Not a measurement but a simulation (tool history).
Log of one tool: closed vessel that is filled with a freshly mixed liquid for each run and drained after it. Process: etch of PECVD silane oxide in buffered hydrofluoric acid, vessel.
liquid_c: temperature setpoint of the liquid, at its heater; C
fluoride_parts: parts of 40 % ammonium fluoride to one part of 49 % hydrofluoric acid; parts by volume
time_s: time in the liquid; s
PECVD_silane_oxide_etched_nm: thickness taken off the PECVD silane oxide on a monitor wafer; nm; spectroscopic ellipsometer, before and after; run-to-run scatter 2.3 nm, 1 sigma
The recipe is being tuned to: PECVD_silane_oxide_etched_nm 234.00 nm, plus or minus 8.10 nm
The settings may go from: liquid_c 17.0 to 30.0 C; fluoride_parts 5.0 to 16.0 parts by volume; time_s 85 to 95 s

run  hour  liquid_c  fluoride_parts  time_s  PECVD_silane_oxide_etched_nm
  1   0.0      22.0             9.5      85                        288.87
  2   8.2      21.0             9.5      85                        280.62
  3  13.9      21.0             7.5      85                        350.06
  4  17.7      21.0             5.5      85                        460.72
  5  19.0      21.0             5.5      85                        464.67
  6  28.1      20.0             6.5      85                        378.89
  7  36.9      19.5             7.0      85                        345.49
  8  44.6      19.0             7.5      85                        320.28
  9  51.6      18.5             8.0      85                        288.14
 10  53.3      18.0             8.0      85                        280.59
 11  57.6      17.5             8.5      85                        246.88
 12  63.0      17.0             8.5      85                        243.02

Below are 5 possible settings for the next run. Only one of them brings all results inside the allowed miss of their targets. Which is it?
  A  68.4      17.0            10.5      90                             ?
  B  68.4      17.0            10.0      85                             ?
  C  68.4      17.0             9.5      85                             ?
  D  68.4      20.5            10.5      85                             ?
  E  68.4      17.0             9.5      90                             ?

move  PECVD_silane_oxide_etched_nm
   A                        217.44
   B                        215.36
   C                        222.44
   D                        250.23
   E                        235.53
A: takes the result that was furthest off past its target
B: takes the result that was furthest off past its target
C: takes the result that was furthest off past its target
D: moves away from the targets compared with the last run
E: meets every target
The right move is E.
